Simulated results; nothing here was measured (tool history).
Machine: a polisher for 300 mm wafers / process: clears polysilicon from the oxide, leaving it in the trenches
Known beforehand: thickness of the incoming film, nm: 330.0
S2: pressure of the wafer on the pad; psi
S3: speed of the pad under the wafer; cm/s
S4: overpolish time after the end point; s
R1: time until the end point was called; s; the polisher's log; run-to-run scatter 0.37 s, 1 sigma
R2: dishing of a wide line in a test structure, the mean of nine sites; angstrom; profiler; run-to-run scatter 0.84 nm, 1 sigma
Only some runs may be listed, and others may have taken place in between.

Run 1, hour 0.0: flow of slurry (ml/min) 315, S2 3.2 psi, S3 114 cm/s, S4 10 s. Result: R1 21.088 s, R2 444.57 angstrom.
Run 2, hour 2.7: flow of slurry (ml/min) 315, S2 3.5 psi, S3 114 cm/s, S4 10 s. Result: R1 19.179 s, R2 434.84 angstrom.
Run 3, hour 4.9: flow of slurry (ml/min) 315, S2 3.5 psi, S3 140 cm/s, S4 10 s. Result: R1 15.237 s, R2 457.77 angstrom.
Run 4, hour 6.8: flow of slurry (ml/min) 315, S2 3.3 psi, S3 140 cm/s, S4 10 s. Result: R1 16.530 s, R2 443.63 angstrom.
Run 5, hour 12.2: flow of slurry (ml/min) 315, S2 3.9 psi, S3 140 cm/s, S4 10 s. Result: R1 13.916 s, R2 449.16 angstrom.
Run 6, hour 21.0: flow of slurry (ml/min) 315, S2 3.7 psi, S3 140 cm/s, S4 10 s. Result: R1 15.213 s, R2 458.84 angstrom.
Run 7, hour 28.8: flow of slurry (ml/min) 315, S2 2.8 psi, S3 132 cm/s, S4 6 s. Result: R1 19.681 s, R2 398.13 angstrom.

Run 8 comes next. What will it give?
Run 8, hour 32.0: flow of slurry (ml/min) 315, S2 2.7 psi, S3 132 cm/s, S4 7 s. Result: R1 ?, R2 ?.

{"run 8": {"R1": 21.055, "R2": 413.09}}

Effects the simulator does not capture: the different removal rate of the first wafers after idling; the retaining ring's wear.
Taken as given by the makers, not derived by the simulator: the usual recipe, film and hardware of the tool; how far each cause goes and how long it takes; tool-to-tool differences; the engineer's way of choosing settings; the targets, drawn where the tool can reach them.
